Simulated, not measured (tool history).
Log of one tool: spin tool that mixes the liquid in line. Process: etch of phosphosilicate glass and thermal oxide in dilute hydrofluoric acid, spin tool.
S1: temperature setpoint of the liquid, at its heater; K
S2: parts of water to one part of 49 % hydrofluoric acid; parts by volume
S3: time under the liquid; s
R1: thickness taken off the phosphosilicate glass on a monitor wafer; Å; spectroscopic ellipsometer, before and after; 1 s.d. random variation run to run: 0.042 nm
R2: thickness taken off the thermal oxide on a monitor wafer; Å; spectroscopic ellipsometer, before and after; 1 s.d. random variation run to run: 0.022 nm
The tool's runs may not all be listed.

| run | day | S1 | S2 | S3 | R1 | R2 |
|---|---|---|---|---|---|---|
| 1 | 0.000 | 295.15 | 285 | 55 | 98.431 | 6.9170 |
| 2 | 0.354 | 294.15 | 285 | 55 | 94.443 | 6.3843 |
| 3 | 0.712 | 296.65 | 285 | 55 | 103.400 | 6.8894 |
| 4 | 0.908 | 296.65 | 355 | 55 | 77.307 | 5.4114 |
| 5 | 1.262 | 299.65 | 355 | 55 | 85.911 | 6.0890 |
| 6 | 1.512 | 299.15 | 355 | 55 | 84.351 | 5.8156 |
| 7 | 1.804 | 298.65 | 355 | 55 | 82.883 | 5.5454 |
| 8 | 2.033 | 298.65 | 355 | 55 | 82.710 | 5.5399 |

Predict the results of run 9:
| 9 | 2.300 | 298.15 | 355 | 55 | ? | ? |

R1: 80.922 Å
R2: 5.7786 Å
